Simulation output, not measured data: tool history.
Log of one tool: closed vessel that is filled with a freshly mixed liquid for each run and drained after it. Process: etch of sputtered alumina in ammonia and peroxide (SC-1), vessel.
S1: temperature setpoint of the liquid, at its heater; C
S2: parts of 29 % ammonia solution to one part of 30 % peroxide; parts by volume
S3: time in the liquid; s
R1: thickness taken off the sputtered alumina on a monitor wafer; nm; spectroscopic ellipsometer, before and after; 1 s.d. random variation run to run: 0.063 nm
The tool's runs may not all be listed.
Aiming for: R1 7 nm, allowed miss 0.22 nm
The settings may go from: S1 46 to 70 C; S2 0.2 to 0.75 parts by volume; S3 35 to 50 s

run 1 hour=0 | S1=62 S2=0.45 S3=50 | R1=6.0936
run 2 hour=1.6 | S1=62.5 S2=0.45 S3=50 | R1=6.2615
run 3 hour=2.8 | S1=63 S2=0.45 S3=50 | R1=6.466
run 4 hour=5.4 | S1=63 S2=0.45 S3=35 | R1=4.4129
run 5 hour=8.3 | S1=64 S2=0.45 S3=35 | R1=4.6974
run 6 hour=14.7 | S1=65 S2=0.5 S3=35 | R1=4.8963
run 7 hour=19.6 | S1=65.5 S2=0.45 S3=35 | R1=5.0611
run 8 hour=28.1 | S1=66 S2=0.45 S3=35 | R1=5.2488
run 9 hour=29.4 | S1=66.5 S2=0.45 S3=35 | R1=5.3497
run 10 hour=35.2 | S1=66.5 S2=0.45 S3=35 | R1=5.3834
run 11 hour=44.5 | S1=70 S2=0.5 S3=50 | R1=9.0964
run 12 hour=51.9 | S1=69.5 S2=0.5 S3=50 | R1=8.7798
run 13 hour=59.3 | S1=69.5 S2=0.5 S3=50 | R1=9.0724
run 14 hour=62.8 | S1=69 S2=0.5 S3=50 | R1=8.6149
run 15 hour=69.6 | S1=68.5 S2=0.5 S3=50 | R1=8.4189
run 16 hour=74.3 | S1=68 S2=0.5 S3=50 | R1=8.3792
run 17 hour=78 | S1=67.5 S2=0.5 S3=50 | R1=8.1185
run 18 hour=79 | S1=67 S2=0.5 S3=50 | R1=7.9567

Exercise: of the 5 proposed moves below, exactly one satisfies all targets within the stated allowed misses. Which move is it?
run A hour=80 | S1=69.5 S2=0.6 S3=35 | R1=?
run B hour=80 | S1=70 S2=0.35 S3=40 | R1=?
run C hour=80 | S1=69.5 S2=0.7 S3=40 | R1=?
run D hour=80 | S1=69.5 S2=0.65 S3=35 | R1=?
run E hour=80 | S1=65.5 S2=0.55 S3=45 | R1=?

move=A R1=6.3341
move=B R1=7.0483
move=C R1=7.3448
move=D R1=6.382
move=E R1=6.6451
A: takes the result that was furthest off past its target
B: each result inside its tolerance
C: better than the last run, though not everything is in spec
D: takes the result that was furthest off past its target
E: takes the result that was furthest off past its target
The right move is B.

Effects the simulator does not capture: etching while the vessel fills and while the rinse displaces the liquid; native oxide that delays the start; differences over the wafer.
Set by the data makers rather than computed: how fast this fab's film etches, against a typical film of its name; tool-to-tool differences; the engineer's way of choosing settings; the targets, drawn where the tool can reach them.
